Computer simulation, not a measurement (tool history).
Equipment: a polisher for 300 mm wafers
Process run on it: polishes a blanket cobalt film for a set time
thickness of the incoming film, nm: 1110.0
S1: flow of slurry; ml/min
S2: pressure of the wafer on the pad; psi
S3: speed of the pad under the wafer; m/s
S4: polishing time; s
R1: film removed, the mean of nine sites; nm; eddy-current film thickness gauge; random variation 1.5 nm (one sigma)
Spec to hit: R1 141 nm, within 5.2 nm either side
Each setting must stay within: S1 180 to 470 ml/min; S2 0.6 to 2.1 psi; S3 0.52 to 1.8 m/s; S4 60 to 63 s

Run 1, hour 0: S1 300 ml/min, S2 1.3 psi, S3 1.16 m/s, S4 60 s. Result: R1 226.51 nm.
Run 2, hour 4.4: S1 300 ml/min, S2 1.3 psi, S3 1.16 m/s, S4 63 s. Result: R1 242.27 nm.
Run 3, hour 8.7: S1 300 ml/min, S2 1.3 psi, S3 1.16 m/s, S4 63 s. Result: R1 241.86 nm.
Run 4, hour 11.4: S1 300 ml/min, S2 1.3 psi, S3 1.16 m/s, S4 60 s. Result: R1 229.37 nm.
Run 5, hour 19: S1 300 ml/min, S2 1.3 psi, S3 1.26 m/s, S4 60 s. Result: R1 250.77 nm.
Run 6, hour 23: S1 355 ml/min, S2 1.3 psi, S3 1.26 m/s, S4 60 s. Result: R1 249.76 nm.
Run 7, hour 30: S1 355 ml/min, S2 0.9 psi, S3 1.2 m/s, S4 60 s. Result: R1 182.39 nm.
Run 8, hour 38.1: S1 355 ml/min, S2 0.9 psi, S3 1.18 m/s, S4 60 s. Result: R1 176.52 nm.
Run 9, hour 45.5: S1 355 ml/min, S2 0.7 psi, S3 1.16 m/s, S4 60 s. Result: R1 150.42 nm.
Run 10, hour 48.1: S1 355 ml/min, S2 0.6 psi, S3 1.16 m/s, S4 60 s. Result: R1 132.29 nm.
Run 11, hour 53.3: S1 355 ml/min, S2 0.7 psi, S3 1.16 m/s, S4 60 s. Result: R1 146.66 nm.
Run 12, hour 61.9: S1 345 ml/min, S2 0.7 psi, S3 1.16 m/s, S4 60 s. Result: R1 147.59 nm.
Run 13, hour 62.6: S1 340 ml/min, S2 0.7 psi, S3 1.16 m/s, S4 60 s. Result: R1 145.3 nm.
Run 14, hour 69.3: S1 330 ml/min, S2 0.7 psi, S3 1.16 m/s, S4 60 s. Result: R1 145.77 nm.
Run 15, hour 74.5: S1 325 ml/min, S2 0.7 psi, S3 1.16 m/s, S4 60 s. Result: R1 145.24 nm.
Run 16, hour 78.2: S1 320 ml/min, S2 0.7 psi, S3 1.16 m/s, S4 60 s. Result: R1 146.25 nm.

Below are 5 possible settings for the next run. Only one of them brings all results inside the allowed miss of their targets. Which is it?
Run A, hour 81.9: S1 415 ml/min, S2 0.7 psi, S3 1.18 m/s, S4 61 s. Result: R1 ?.
Run B, hour 81.9: S1 335 ml/min, S2 0.7 psi, S3 1.12 m/s, S4 63 s. Result: R1 ?.
Run C, hour 81.9: S1 345 ml/min, S2 0.7 psi, S3 1.16 m/s, S4 61 s. Result: R1 ?.
Run D, hour 81.9: S1 305 ml/min, S2 0.8 psi, S3 1.12 m/s, S4 60 s. Result: R1 ?.
Run E, hour 81.9: S1 305 ml/min, S2 0.7 psi, S3 1.1 m/s, S4 60 s. Result: R1 ?.

move      R1
   A  155.35
   B  150.03
   C  150.67
   D  155.18
   E  139.21
A: moves away from the targets compared with the last run
B: moves away from the targets compared with the last run
C: moves away from the targets compared with the last run
D: moves away from the targets compared with the last run
E: every result lands within tolerance
So the answer is move E, the one that meets all the targets.

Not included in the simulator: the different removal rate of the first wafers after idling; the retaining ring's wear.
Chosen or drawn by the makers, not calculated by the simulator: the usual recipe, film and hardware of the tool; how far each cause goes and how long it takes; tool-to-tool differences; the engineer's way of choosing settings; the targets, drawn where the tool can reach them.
